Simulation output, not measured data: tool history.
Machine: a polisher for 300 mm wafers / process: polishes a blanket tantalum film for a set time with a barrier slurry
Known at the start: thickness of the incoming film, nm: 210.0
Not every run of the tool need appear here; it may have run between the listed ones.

run,hour,flow of slurry (ml/min),pressure of the wafer on the pad (kPa),speed of the pad under the wafer (cm/s),abrasive content of the slurry,polishing time (s),film removed (angstrom)
1,0.0,215,14.5,76,1.0,75,1073.4
2,8.2,210,14.5,76,1.0,75,1065.1
3,14.2,210,14.5,94,1.0,75,1309.2
4,18.6,210,14.5,100,1.0,75,1401.5
5,23.7,205,13.1,100,1.0,75,1244.9
# hour 29.8: worn pad replaced by a new one
6,29.8,200,12.4,100,1.0,75,1300.0
7,30.4,200,11.0,100,1.0,75,1147.9

Forecast run 8:
8,38.6,200,10.3,100,1.0,75,?

film removed (angstrom): 1091.5
